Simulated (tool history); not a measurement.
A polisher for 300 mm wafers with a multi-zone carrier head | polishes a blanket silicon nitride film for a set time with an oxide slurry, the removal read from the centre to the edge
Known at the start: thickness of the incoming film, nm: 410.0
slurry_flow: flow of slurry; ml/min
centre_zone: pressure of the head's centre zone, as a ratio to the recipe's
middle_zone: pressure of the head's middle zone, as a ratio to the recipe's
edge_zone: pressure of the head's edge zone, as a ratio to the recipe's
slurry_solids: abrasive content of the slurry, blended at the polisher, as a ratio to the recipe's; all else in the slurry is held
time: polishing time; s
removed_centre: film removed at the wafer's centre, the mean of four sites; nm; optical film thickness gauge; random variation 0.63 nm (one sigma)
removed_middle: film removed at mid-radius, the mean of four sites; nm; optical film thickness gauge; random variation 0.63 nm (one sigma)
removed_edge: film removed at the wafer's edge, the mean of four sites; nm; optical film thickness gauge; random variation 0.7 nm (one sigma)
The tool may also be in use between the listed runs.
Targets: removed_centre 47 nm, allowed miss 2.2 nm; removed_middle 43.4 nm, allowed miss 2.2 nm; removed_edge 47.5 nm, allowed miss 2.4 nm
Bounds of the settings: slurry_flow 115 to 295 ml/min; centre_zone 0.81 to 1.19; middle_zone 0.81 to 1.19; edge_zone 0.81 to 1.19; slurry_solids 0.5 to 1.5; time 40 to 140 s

run 1 hour=0 | slurry_flow=190 centre_zone=1 middle_zone=1 edge_zone=1 slurry_solids=1 time=90 | removed_centre=57.012 removed_middle=57.988 removed_edge=57.494
run 2 hour=4 | slurry_flow=190 centre_zone=1 middle_zone=1 edge_zone=1 slurry_solids=0.8 time=90 | removed_centre=50.946 removed_middle=49.534 removed_edge=50.759
run 3 hour=4.9 | slurry_flow=190 centre_zone=1 middle_zone=1.08 edge_zone=1 slurry_solids=0.8 time=90 | removed_centre=50.293 removed_middle=53.771 removed_edge=49.829
run 4 hour=11.1 | slurry_flow=190 centre_zone=1 middle_zone=1.08 edge_zone=1 slurry_solids=0.8 time=98 | removed_centre=54.767 removed_middle=57.437 removed_edge=55.503
run 5 hour=14.8 | slurry_flow=190 centre_zone=1 middle_zone=1.08 edge_zone=1 slurry_solids=0.8 time=120 | removed_centre=66.968 removed_middle=70.744 removed_edge=66.439
run 6 hour=21.9 | slurry_flow=190 centre_zone=1 middle_zone=1.08 edge_zone=1 slurry_solids=0.8 time=136 | removed_centre=75.371 removed_middle=81.166 removed_edge=74.88
run 7 hour=30 | slurry_flow=190 centre_zone=1 middle_zone=1.06 edge_zone=1 slurry_solids=0.75 time=132 | removed_centre=72.031 removed_middle=73.741 removed_edge=71.773
run 8 hour=31.7 | slurry_flow=190 centre_zone=1 middle_zone=1.05 edge_zone=0.99 slurry_solids=0.7 time=128 | removed_centre=66.156 removed_middle=67.954 removed_edge=66.415
run 9 hour=33.9 | slurry_flow=175 centre_zone=1 middle_zone=0.95 edge_zone=0.91 slurry_solids=0.5 time=107 | removed_centre=40.301 removed_middle=39.333 removed_edge=38.035
run 10 hour=40.6 | slurry_flow=185 centre_zone=1 middle_zone=0.95 edge_zone=0.93 slurry_solids=0.5 time=106 | removed_centre=40.354 removed_middle=37.372 removed_edge=38.661
run 11 hour=44.9 | slurry_flow=185 centre_zone=1 middle_zone=0.96 edge_zone=0.94 slurry_solids=0.5 time=106 | removed_centre=40.897 removed_middle=39.169 removed_edge=39.808
run 12 hour=52.1 | slurry_flow=190 centre_zone=1 middle_zone=0.97 edge_zone=0.95 slurry_solids=0.5 time=106 | removed_centre=40.494 removed_middle=37.738 removed_edge=38.004
run 13 hour=56.4 | slurry_flow=185 centre_zone=1 middle_zone=0.98 edge_zone=0.97 slurry_solids=0.5 time=106 | removed_centre=40.142 removed_middle=39.867 removed_edge=39.726
run 14 hour=61.4 | slurry_flow=190 centre_zone=1 middle_zone=0.98 edge_zone=0.98 slurry_solids=0.5 time=106 | removed_centre=40.503 removed_middle=39.333 removed_edge=39.803
run 15 hour=65.9 | slurry_flow=195 centre_zone=1 middle_zone=0.98 edge_zone=1 slurry_solids=0.5 time=106 | removed_centre=40.233 removed_middle=39.331 removed_edge=40.817
run 16 hour=67.5 | slurry_flow=200 centre_zone=1.01 middle_zone=0.98 edge_zone=1.01 slurry_solids=0.5 time=106 | removed_centre=40.986 removed_middle=38.54 removed_edge=41.402
run 17 hour=69.4 | slurry_flow=220 centre_zone=1.04 middle_zone=1.04 edge_zone=1.08 slurry_solids=0.7 time=107 | removed_centre=57.063 removed_middle=58.492 removed_edge=57.945
run 18 hour=72.2 | slurry_flow=220 centre_zone=1.04 middle_zone=1.04 edge_zone=1.08 slurry_solids=0.7 time=107 | removed_centre=58.912 removed_middle=56.466 removed_edge=56.674
run 19 hour=74.4 | slurry_flow=195 centre_zone=0.96 middle_zone=0.94 edge_zone=1.01 slurry_solids=0.5 time=103 | removed_centre=38.603 removed_middle=37.316 removed_edge=40.498
run 20 hour=75.2 | slurry_flow=200 centre_zone=0.97 middle_zone=0.95 edge_zone=1.02 slurry_solids=0.5 time=103 | removed_centre=38.823 removed_middle=38.784 removed_edge=40.558
run 21 hour=84.1 | slurry_flow=205 centre_zone=0.98 middle_zone=0.95 edge_zone=1.03 slurry_solids=0.5 time=103 | removed_centre=38.545 removed_middle=36.865 removed_edge=40.135
run 22 hour=86 | slurry_flow=205 centre_zone=0.99 middle_zone=0.96 edge_zone=1.04 slurry_solids=0.5 time=103 | removed_centre=39.377 removed_middle=38.787 removed_edge=40.324
run 23 hour=89.3 | slurry_flow=210 centre_zone=1 middle_zone=0.96 edge_zone=1.05 slurry_solids=0.5 time=103 | removed_centre=40.443 removed_middle=37.949 removed_edge=41.364
run 24 hour=90.9 | slurry_flow=210 centre_zone=1 middle_zone=0.96 edge_zone=1.05 slurry_solids=0.5 time=103 | removed_centre=39.88 removed_middle=38.4 removed_edge=40.632
run 25 hour=94.4 | slurry_flow=210 centre_zone=1.01 middle_zone=0.96 edge_zone=1.06 slurry_solids=0.5 time=103 | removed_centre=39.863 removed_middle=38.498 removed_edge=40.622
run 26 hour=101.5 | slurry_flow=210 centre_zone=1.01 middle_zone=0.96 edge_zone=1.06 slurry_solids=0.5 time=103 | removed_centre=40.123 removed_middle=38.146 removed_edge=40.596
run 27 hour=102.9 | slurry_flow=225 centre_zone=1.05 middle_zone=0.98 edge_zone=1.15 slurry_solids=0.75 time=104 | removed_centre=58.555 removed_middle=55.565 removed_edge=61.301
run 28 hour=106.3 | slurry_flow=225 centre_zone=1.04 middle_zone=0.97 edge_zone=1.13 slurry_solids=0.75 time=104 | removed_centre=58.31 removed_middle=54.515 removed_edge=60.137
run 29 hour=110.2 | slurry_flow=220 centre_zone=1.03 middle_zone=0.96 edge_zone=1.11 slurry_solids=0.75 time=104 | removed_centre=58.222 removed_middle=53.697 removed_edge=61.117

Which of these 5 next moves meets every target?
run A hour=114.1 | slurry_flow=250 centre_zone=1.09 middle_zone=0.88 edge_zone=1.11 slurry_solids=0.55 time=98 | removed_centre=? removed_middle=? removed_edge=?
run B hour=114.1 | slurry_flow=295 centre_zone=1.02 middle_zone=1.15 edge_zone=1.06 slurry_solids=0.7 time=102 | removed_centre=? removed_middle=? removed_edge=?
run C hour=114.1 | slurry_flow=190 centre_zone=1.1 middle_zone=0.85 edge_zone=1.14 slurry_solids=0.6 time=113 | removed_centre=? removed_middle=? removed_edge=?
run D hour=114.1 | slurry_flow=245 centre_zone=1.06 middle_zone=0.98 edge_zone=1.15 slurry_solids=0.75 time=81 | removed_centre=? removed_middle=? removed_edge=?
run E hour=114.1 | slurry_flow=295 centre_zone=1.06 middle_zone=0.82 edge_zone=1.06 slurry_solids=0.7 time=83 | removed_centre=? removed_middle=? removed_edge=?

move=A removed_centre=45.006 removed_middle=38.663 removed_edge=44.263
move=B removed_centre=56.317 removed_middle=62.656 removed_edge=55.541
move=C removed_centre=54.172 removed_middle=45.192 removed_edge=54.464
move=D removed_centre=46.932 removed_middle=44.766 removed_edge=47.698
move=E removed_centre=46.72 removed_middle=38.446 removed_edge=45.394
A: takes the result that was furthest off past its target
B: further off than the last run
C: nearer than the last run, and not there yet
D: meets every target
E: brings the result that was furthest off to its target, and leaves another outside
The right move is D.
